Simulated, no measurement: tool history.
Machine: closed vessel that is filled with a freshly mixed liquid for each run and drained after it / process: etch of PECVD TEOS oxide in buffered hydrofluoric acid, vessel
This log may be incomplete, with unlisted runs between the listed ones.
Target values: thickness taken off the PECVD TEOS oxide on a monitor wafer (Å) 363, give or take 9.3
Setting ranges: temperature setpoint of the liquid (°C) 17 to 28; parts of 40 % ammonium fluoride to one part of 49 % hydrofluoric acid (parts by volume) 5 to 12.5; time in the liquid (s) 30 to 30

run	hour	temperature setpoint of the liquid (°C)	parts of 40 % ammonium fluoride to one part of 49 % hydrofluoric acid (parts by volume)	time in the liquid (s)	thickness taken off the PECVD TEOS oxide on a monitor wafer (Å)
1	0	20	7.5	30	521.91
2	1.4	21	7.5	30	548.89
3	6.2	21	7.5	30	553.34
4	7	22.5	7.5	30	596.02
5	13.4	22.5	9.5	30	477.78
6	17.8	20.5	9.5	30	426.35
7	19.9	19.5	9.5	30	403.86
8	27.8	19	9.5	30	391.16
# hour 34.8: thermometer replaced
9	34.8	18.5	9.5	30	335.07
10	36	18.5	9.5	30	337.04

Which of these 4 next moves meets every target?
A	37.2	17	9.5	30	?
B	37.2	20	9.5	30	?
C	37.2	17.5	9	30	?
D	37.2	17.5	8.5	30	?

move	thickness taken off the PECVD TEOS oxide on a monitor wafer (Å)
A	306.2
B	362.81
C	325.97
D	346.86
A: further off than the last run
B: in spec on every target
C: further off than the last run
D: nearer than the last run, and not there yet
Go with B: it meets all targets.
